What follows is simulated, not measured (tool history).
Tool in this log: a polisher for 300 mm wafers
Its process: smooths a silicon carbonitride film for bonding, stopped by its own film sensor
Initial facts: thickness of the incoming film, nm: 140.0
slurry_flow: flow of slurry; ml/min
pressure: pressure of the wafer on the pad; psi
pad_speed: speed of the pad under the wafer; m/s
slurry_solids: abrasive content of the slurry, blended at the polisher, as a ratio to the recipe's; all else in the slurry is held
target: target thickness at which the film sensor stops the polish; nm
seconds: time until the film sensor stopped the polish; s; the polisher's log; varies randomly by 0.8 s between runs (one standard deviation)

run,hour,slurry_flow,pressure,pad_speed,slurry_solids,target,seconds
1,0,130,2.4,1.02,1,114,93.165
2,7.3,130,2.5,1.02,1,114,89.272
3,10,130,2.6,1.02,1,114,87.105
4,12.3,130,2.7,1.02,1,114,82.958
5,15.1,110,2.7,1.02,1,114,86.126
6,21.9,110,2.7,1.02,1.2,114,79.373

What does the tool deliver on the next run?
7,29.6,115,2.7,1.02,1.2,114,?

Run 7 came out at seconds 77.383 s.
